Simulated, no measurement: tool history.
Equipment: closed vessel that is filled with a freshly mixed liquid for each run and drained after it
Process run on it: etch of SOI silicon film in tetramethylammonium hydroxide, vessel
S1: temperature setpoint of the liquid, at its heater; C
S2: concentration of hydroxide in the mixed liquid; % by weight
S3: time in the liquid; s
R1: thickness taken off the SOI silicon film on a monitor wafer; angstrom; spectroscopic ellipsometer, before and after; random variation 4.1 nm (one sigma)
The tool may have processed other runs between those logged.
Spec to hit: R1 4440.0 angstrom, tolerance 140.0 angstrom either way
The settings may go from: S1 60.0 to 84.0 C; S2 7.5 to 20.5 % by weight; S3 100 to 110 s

run,day,S1,S2,S3,R1
1,0.000,73.0,14.0,100,7750.8
2,0.317,73.0,16.5,100,7118.4
3,0.342,73.0,14.5,100,7615.4
4,0.625,73.0,16.0,100,7358.2
5,0.704,73.0,15.0,100,7456.0
6,0.896,73.0,15.0,100,7536.9
7,1.067,70.5,15.0,100,6409.8
8,1.433,69.0,15.0,100,5903.4
9,1.704,68.0,15.0,100,5535.6
10,1.912,67.0,15.0,100,5244.1
11,1.979,67.0,15.0,100,5213.3
12,2.325,66.5,15.0,100,5060.6
13,2.575,66.0,15.0,100,4945.7
14,2.650,66.0,15.0,100,4917.3
15,2.758,65.5,15.0,100,4780.9
16,2.871,65.0,15.0,100,4651.9

Next run, 4 choices. One meets every target within its allowed miss, the rest don't. Which?
A,2.983,64.5,14.5,110,?
B,2.983,67.0,19.0,100,?
C,2.983,63.0,15.5,110,?
D,2.983,63.5,13.5,110,?

move,R1
A,5008.1
B,4756.7
C,4439.2
D,4886.9
A: moves away from the targets compared with the last run
B: moves away from the targets compared with the last run
C: all results land within tolerance of their targets
D: moves away from the targets compared with the last run
The right move is C.
